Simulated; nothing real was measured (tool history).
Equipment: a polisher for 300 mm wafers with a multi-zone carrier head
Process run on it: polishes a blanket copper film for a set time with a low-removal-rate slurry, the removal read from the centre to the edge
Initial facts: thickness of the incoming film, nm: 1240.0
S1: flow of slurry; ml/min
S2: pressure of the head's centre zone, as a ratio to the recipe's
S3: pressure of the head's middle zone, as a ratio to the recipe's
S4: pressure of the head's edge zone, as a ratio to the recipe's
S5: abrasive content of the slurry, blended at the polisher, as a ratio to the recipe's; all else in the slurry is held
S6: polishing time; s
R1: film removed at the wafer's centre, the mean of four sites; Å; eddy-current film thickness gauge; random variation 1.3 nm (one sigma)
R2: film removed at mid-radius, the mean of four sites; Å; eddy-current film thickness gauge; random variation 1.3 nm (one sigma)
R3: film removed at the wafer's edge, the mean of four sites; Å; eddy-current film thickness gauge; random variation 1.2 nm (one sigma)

run,hour,S1,S2,S3,S4,S5,S6,R1,R2,R3
1,0,240,1,1,1,1,85,1977.1,1864,1904.4
2,1.6,235,0.98,0.97,0.99,0.9,84,1884.3,1786.6,1835.6
3,3.4,230,0.97,0.95,1,0.85,82,1792.4,1668.4,1782.4
4,11.2,225,0.96,0.93,0.99,0.8,81,1742.5,1643.8,1720.1
5,14.8,220,0.95,0.91,1,0.75,80,1724,1580.4,1705.5
6,22.9,255,0.95,0.91,1,0.75,80,1715,1602.5,1727.4

Run 7 comes next. What will it give?
7,30.5,250,0.94,0.89,1.01,0.7,79,?,?,?

Run 7 yielded R1 1673.4 Å, R2 1520.1 Å, R3 1695.4 Å.
